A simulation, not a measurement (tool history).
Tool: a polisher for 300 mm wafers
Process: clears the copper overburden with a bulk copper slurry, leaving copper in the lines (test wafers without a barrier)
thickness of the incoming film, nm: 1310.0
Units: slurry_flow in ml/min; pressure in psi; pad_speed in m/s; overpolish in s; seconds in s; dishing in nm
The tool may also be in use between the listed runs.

{"run": 1, "day": 0.0, "slurry_flow": 130, "pressure": 3.0, "pad_speed": 1.12, "slurry_solids": 1.0, "overpolish": 24, "seconds": 139.01, "dishing": 69.6}
{"run": 2, "day": 0.375, "slurry_flow": 125, "pressure": 2.5, "pad_speed": 1.04, "slurry_solids": 1.0, "overpolish": 18, "seconds": 174.84, "dishing": 56.997}
{"run": 3, "day": 0.712, "slurry_flow": 125, "pressure": 2.5, "pad_speed": 1.04, "slurry_solids": 0.8, "overpolish": 18, "seconds": 184.33, "dishing": 55.635}
{"run": 4, "day": 0.888, "slurry_flow": 125, "pressure": 2.5, "pad_speed": 1.04, "slurry_solids": 1.0, "overpolish": 18, "seconds": 173.99, "dishing": 58.642}
{"run": 5, "day": 1.004, "slurry_flow": 110, "pressure": 2.1, "pad_speed": 1.04, "slurry_solids": 0.85, "overpolish": 14, "seconds": 218.83, "dishing": 44.413}
{"run": 6, "day": 1.367, "slurry_flow": 110, "pressure": 2.1, "pad_speed": 1.14, "slurry_solids": 0.85, "overpolish": 14, "seconds": 194.68, "dishing": 46.845}
{"run": 7, "day": 1.583, "slurry_flow": 145, "pressure": 1.4, "pad_speed": 0.82, "slurry_solids": 1.1, "overpolish": 7, "seconds": 313.89, "dishing": 20.646}
{"run": 8, "day": 1.742, "slurry_flow": 130, "pressure": 1.6, "pad_speed": 0.8, "slurry_solids": 1.05, "overpolish": 8, "seconds": 299.9, "dishing": 23.569}

Run 9 comes next. What will it give?
{"run": 9, "day": 1.858, "slurry_flow": 120, "pressure": 1.7, "pad_speed": 0.8, "slurry_solids": 0.95, "overpolish": 10, "seconds": "?", "dishing": "?"}

seconds: 300.56 s
dishing: 27.807 nm
